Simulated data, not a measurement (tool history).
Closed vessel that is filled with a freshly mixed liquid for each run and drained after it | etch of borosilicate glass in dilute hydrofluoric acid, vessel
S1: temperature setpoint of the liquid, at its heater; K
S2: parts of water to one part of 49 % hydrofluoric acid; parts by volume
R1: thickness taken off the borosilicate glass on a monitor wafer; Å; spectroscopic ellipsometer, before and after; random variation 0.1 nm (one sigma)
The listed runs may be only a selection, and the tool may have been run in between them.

Run 1, hour 0: S1 296.15 K, S2 160 parts by volume, time in the liquid (s) 95. Result: R1 138.86 Å.
Run 2, hour 4.9: S1 298.65 K, S2 145 parts by volume, time in the liquid (s) 95. Result: R1 171.31 Å.
Run 3, hour 7.1: S1 300.65 K, S2 135 parts by volume, time in the liquid (s) 95. Result: R1 200.01 Å.
Run 4, hour 12.2: S1 302.65 K, S2 135 parts by volume, time in the liquid (s) 95. Result: R1 214.63 Å.
Run 5, hour 14: S1 303.15 K, S2 130 parts by volume, time in the liquid (s) 95. Result: R1 230.52 Å.
Run 6, hour 20.4: S1 303.15 K, S2 130 parts by volume, time in the liquid (s) 65. Result: R1 157.1 Å.
Run 7, hour 21.6: S1 303.65 K, S2 105 parts by volume, time in the liquid (s) 65. Result: R1 203.38 Å.

The next listed run, before its measurement:
Run 8, hour 24.2: S1 303.65 K, S2 90 parts by volume, time in the liquid (s) 65. Result: R1 ?.

{"run 8": {"R1": 245.66}}
